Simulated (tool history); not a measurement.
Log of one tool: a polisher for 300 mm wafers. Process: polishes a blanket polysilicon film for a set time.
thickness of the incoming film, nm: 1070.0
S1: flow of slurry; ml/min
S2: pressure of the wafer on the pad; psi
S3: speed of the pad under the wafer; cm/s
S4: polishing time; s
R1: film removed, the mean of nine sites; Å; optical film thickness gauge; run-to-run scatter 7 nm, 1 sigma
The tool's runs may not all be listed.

{"run": 1, "day": 0.0, "S1": 160, "S2": 3, "S3": 112, "S4": 54, "R1": 5707.9}
{"run": 2, "day": 0.292, "S1": 160, "S2": 3.3, "S3": 112, "S4": 54, "R1": 6233.8}
{"run": 3, "day": 0.567, "S1": 125, "S2": 3.3, "S3": 112, "S4": 54, "R1": 5977.6}
{"run": 4, "day": 0.896, "S1": 130, "S2": 3.4, "S3": 112, "S4": 54, "R1": 6125.6}
{"run": 5, "day": 1.021, "S1": 135, "S2": 3.5, "S3": 112, "S4": 54, "R1": 6404.4}
{"run": 6, "day": 1.292, "S1": 115, "S2": 3.5, "S3": 112, "S4": 54, "R1": 6278.2}
{"run": 7, "day": 1.525, "S1": 120, "S2": 3.5, "S3": 112, "S4": 54, "R1": 6158.4}
{"run": 8, "day": 1.871, "S1": 125, "S2": 3.5, "S3": 112, "S4": 54, "R1": 6215.2}

The next listed run, before its measurement:
{"run": 9, "day": 2.083, "S1": 130, "S2": 3.5, "S3": 112, "S4": 54, "R1": "?"}

R1: 6209.1 Å

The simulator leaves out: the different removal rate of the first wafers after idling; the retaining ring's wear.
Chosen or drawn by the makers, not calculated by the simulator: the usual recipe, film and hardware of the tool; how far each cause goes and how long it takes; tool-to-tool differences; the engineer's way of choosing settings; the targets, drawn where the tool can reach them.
